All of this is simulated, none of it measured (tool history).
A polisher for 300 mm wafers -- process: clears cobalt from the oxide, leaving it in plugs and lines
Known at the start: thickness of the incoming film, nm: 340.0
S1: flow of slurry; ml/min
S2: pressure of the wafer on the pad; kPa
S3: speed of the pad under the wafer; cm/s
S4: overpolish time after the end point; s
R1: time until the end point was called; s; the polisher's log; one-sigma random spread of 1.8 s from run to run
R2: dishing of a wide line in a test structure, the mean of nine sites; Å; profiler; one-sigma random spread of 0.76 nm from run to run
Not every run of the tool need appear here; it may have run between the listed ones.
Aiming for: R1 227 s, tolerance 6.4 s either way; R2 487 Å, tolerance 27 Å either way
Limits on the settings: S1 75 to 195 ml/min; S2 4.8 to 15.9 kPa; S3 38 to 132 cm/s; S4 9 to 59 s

run 1 hour=0 | S1=125 S2=10.3 S3=84 S4=30 | R1=115.54 R2=500.03
run 2 hour=6.2 | S1=125 S2=10.3 S3=100 S4=30 | R1=99.188 R2=566.86
run 3 hour=13.7 | S1=115 S2=9 S3=94 S4=35 | R1=120.84 R2=568.1
run 4 hour=21.8 | S1=110 S2=7.6 S3=88 S4=37 | R1=151.92 R2=496.97
run 5 hour=25.2 | S1=105 S2=6.9 S3=86 S4=40 | R1=169.36 R2=488.56
run 6 hour=32.9 | S1=105 S2=5.5 S3=86 S4=40 | R1=204.24 R2=443.33
run 7 hour=41.9 | S1=100 S2=5.5 S3=86 S4=43 | R1=206.83 R2=458.64
run 8 hour=47.6 | S1=95 S2=5.5 S3=86 S4=45 | R1=212.9 R2=467.77
run 9 hour=51.6 | S1=90 S2=5.5 S3=86 S4=46 | R1=214.55 R2=474.58
run 10 hour=53.5 | S1=85 S2=5.5 S3=86 S4=47 | R1=217.53 R2=466.96
run 11 hour=54.3 | S1=85 S2=5.5 S3=86 S4=47 | R1=214.69 R2=459.21
run 12 hour=62.3 | S1=85 S2=5.5 S3=86 S4=49 | R1=215.54 R2=483.25
run 13 hour=64.4 | S1=85 S2=5.5 S3=86 S4=50 | R1=217.57 R2=485.36
run 14 hour=67.2 | S1=85 S2=5.5 S3=86 S4=51 | R1=216.7 R2=490.38
run 15 hour=75.2 | S1=85 S2=5.5 S3=86 S4=52 | R1=214.29 R2=508.49

4 candidate next runs follow, results not yet known. Just one meets every target within its allowed miss. Identify it.
run A hour=83.2 | S1=80 S2=4.8 S3=88 S4=56 | R1=? R2=?
run B hour=83.2 | S1=110 S2=5.5 S3=70 S4=58 | R1=? R2=?
run C hour=83.2 | S1=75 S2=6.2 S3=74 S4=53 | R1=? R2=?
run D hour=83.2 | S1=80 S2=5.5 S3=84 S4=52 | R1=? R2=?

move=A R1=245.59 R2=492.74
move=B R1=249.24 R2=500.06
move=C R1=242.91 R2=479.26
move=D R1=230.84 R2=488.52
A: takes the result that was furthest off past its target
B: takes the result that was furthest off past its target
C: takes the result that was furthest off past its target
D: in spec on every target
D is the move that brings every result within its allowed miss.

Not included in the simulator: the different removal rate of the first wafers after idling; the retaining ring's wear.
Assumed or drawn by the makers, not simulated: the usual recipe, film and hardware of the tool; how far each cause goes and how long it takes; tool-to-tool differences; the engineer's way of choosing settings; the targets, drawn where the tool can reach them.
